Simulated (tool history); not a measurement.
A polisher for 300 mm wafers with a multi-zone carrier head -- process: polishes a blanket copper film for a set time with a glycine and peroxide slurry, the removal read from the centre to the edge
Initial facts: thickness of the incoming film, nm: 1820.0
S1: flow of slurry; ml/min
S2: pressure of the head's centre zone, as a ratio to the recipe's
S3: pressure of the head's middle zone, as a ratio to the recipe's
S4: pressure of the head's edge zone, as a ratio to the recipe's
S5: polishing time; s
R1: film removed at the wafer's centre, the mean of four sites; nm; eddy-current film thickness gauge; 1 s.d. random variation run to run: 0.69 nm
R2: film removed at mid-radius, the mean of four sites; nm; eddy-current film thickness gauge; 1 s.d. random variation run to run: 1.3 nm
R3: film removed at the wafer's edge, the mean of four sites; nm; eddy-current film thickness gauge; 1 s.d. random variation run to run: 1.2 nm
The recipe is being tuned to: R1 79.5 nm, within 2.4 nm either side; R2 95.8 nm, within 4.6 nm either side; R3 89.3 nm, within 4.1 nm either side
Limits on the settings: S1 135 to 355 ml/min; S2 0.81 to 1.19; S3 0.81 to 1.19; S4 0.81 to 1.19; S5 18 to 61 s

Run 1, hour 0: S1 225 ml/min, S2 1, S3 1, S4 1, S5 39 s. Result: R1 134.39 nm, R2 136.35 nm, R3 133.98 nm.
Run 2, hour 5.4: S1 225 ml/min, S2 1, S3 1, S4 0.92, S5 39 s. Result: R1 132.96 nm, R2 133.41 nm, R3 126.02 nm.
Run 3, hour 9.5: S1 225 ml/min, S2 1, S3 0.94, S4 0.92, S5 39 s. Result: R1 133.56 nm, R2 127.51 nm, R3 128.34 nm.
Run 4, hour 16.3: S1 255 ml/min, S2 1, S3 0.94, S4 0.92, S5 39 s. Result: R1 135.18 nm, R2 131.71 nm, R3 129.21 nm.
Run 5, hour 19.2: S1 250 ml/min, S2 0.94, S3 0.95, S4 0.9, S5 35 s. Result: R1 113.22 nm, R2 119.43 nm, R3 116.35 nm.
Run 6, hour 23.5: S1 250 ml/min, S2 0.94, S3 1.04, S4 0.9, S5 35 s. Result: R1 112.97 nm, R2 123.87 nm, R3 116.25 nm.
Run 7, hour 29.2: S1 205 ml/min, S2 0.84, S3 1, S4 0.84, S5 25 s. Result: R1 69.321 nm, R2 84.647 nm, R3 79.212 nm.
Run 8, hour 31: S1 235 ml/min, S2 0.85, S3 1.01, S4 0.86, S5 25 s. Result: R1 72.545 nm, R2 88.413 nm, R3 80.689 nm.
Run 9, hour 37.5: S1 250 ml/min, S2 0.85, S3 1.01, S4 0.9, S5 25 s. Result: R1 73.258 nm, R2 88.496 nm, R3 80.858 nm.
Run 10, hour 44.1: S1 245 ml/min, S2 0.85, S3 1.01, S4 0.9, S5 26 s. Result: R1 75.683 nm, R2 90.879 nm, R3 85.87 nm.
Run 11, hour 49.4: S1 245 ml/min, S2 0.85, S3 1.01, S4 0.9, S5 26 s. Result: R1 76.087 nm, R2 90.305 nm, R3 83.601 nm.

Consider the 5 candidate settings below. Which is the only one whose results all fall within their allowed miss of target?
Run A, hour 54.7: S1 340 ml/min, S2 0.92, S3 1.11, S4 0.89, S5 24 s. Result: R1 ?, R2 ?, R3 ?.
Run B, hour 54.7: S1 320 ml/min, S2 1, S3 1.01, S4 0.87, S5 24 s. Result: R1 ?, R2 ?, R3 ?.
Run C, hour 54.7: S1 225 ml/min, S2 0.82, S3 0.98, S4 1, S5 26 s. Result: R1 ?, R2 ?, R3 ?.
Run D, hour 54.7: S1 350 ml/min, S2 0.88, S3 1.05, S4 0.81, S5 25 s. Result: R1 ?, R2 ?, R3 ?.
Run E, hour 54.7: S1 325 ml/min, S2 0.82, S3 0.96, S4 0.85, S5 27 s. Result: R1 ?, R2 ?, R3 ?.

move      R1      R2      R3
   A  78.961  94.915  81.875
   B   85.33   87.09  80.816
   C  72.639  88.727  90.917
   D  78.821  94.544  81.991
   E  78.676  94.096  90.127
A: the furthest-off result lands on target, but another misses its tolerance
B: moves the result that the last run missed by most past its target, out the other side
C: lands further from the targets than the last run did
D: the furthest-off result lands on target, but another misses its tolerance
E: all results in spec
The move that meets every target is E.
